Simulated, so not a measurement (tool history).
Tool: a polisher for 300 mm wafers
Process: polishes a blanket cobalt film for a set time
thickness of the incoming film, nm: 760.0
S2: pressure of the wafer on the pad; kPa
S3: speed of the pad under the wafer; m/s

Run 1, hour 0: flow of slurry (ml/min) 145, S2 13.8 kPa, S3 1.12 m/s, polishing time (s) 68. Result: film removed (angstrom) 3696.9.
Run 2, hour 5.2: flow of slurry (ml/min) 145, S2 13.8 kPa, S3 1.12 m/s, polishing time (s) 68. Result: film removed (angstrom) 3700.3.
Run 3, hour 12.4: flow of slurry (ml/min) 175, S2 13.8 kPa, S3 1.12 m/s, polishing time (s) 68. Result: film removed (angstrom) 3844.4.
Run 4, hour 18.3: flow of slurry (ml/min) 175, S2 14.5 kPa, S3 1.12 m/s, polishing time (s) 68. Result: film removed (angstrom) 4039.1.
Run 5, hour 25.9: flow of slurry (ml/min) 175, S2 14.5 kPa, S3 1.12 m/s, polishing time (s) 68. Result: film removed (angstrom) 4026.1.
Run 6, hour 26.8: flow of slurry (ml/min) 175, S2 11.7 kPa, S3 1.12 m/s, polishing time (s) 68. Result: film removed (angstrom) 3259.3.
At hour 28: slurry nozzle cleaned.
Run 7, hour 28: flow of slurry (ml/min) 175, S2 13.1 kPa, S3 1.12 m/s, polishing time (s) 68. Result: film removed (angstrom) 3836.
Run 8, hour 31.4: flow of slurry (ml/min) 180, S2 13.8 kPa, S3 1.12 m/s, polishing time (s) 68. Result: film removed (angstrom) 4104.4.
Run 9, hour 34.1: flow of slurry (ml/min) 185, S2 14.5 kPa, S3 1.12 m/s, polishing time (s) 68. Result: film removed (angstrom) 4238.5.
Run 10, hour 38.7: flow of slurry (ml/min) 190, S2 15.2 kPa, S3 1.12 m/s, polishing time (s) 68. Result: film removed (angstrom) 4478.4.
Run 11, hour 44.9: flow of slurry (ml/min) 190, S2 15.2 kPa, S3 1.12 m/s, polishing time (s) 68. Result: film removed (angstrom) 4411.1.
Run 12, hour 48.9: flow of slurry (ml/min) 195, S2 15.9 kPa, S3 1.12 m/s, polishing time (s) 68. Result: film removed (angstrom) 4591.6.
Run 13, hour 54.7: flow of slurry (ml/min) 195, S2 16.5 kPa, S3 1.12 m/s, polishing time (s) 68. Result: film removed (angstrom) 4962.9.

Run 14 comes next. What will it give?
Run 14, hour 55.5: flow of slurry (ml/min) 195, S2 17.2 kPa, S3 1.12 m/s, polishing time (s) 68. Result: film removed (angstrom) ?.

{"run 14": {"film removed (angstrom)": 4977.2}}
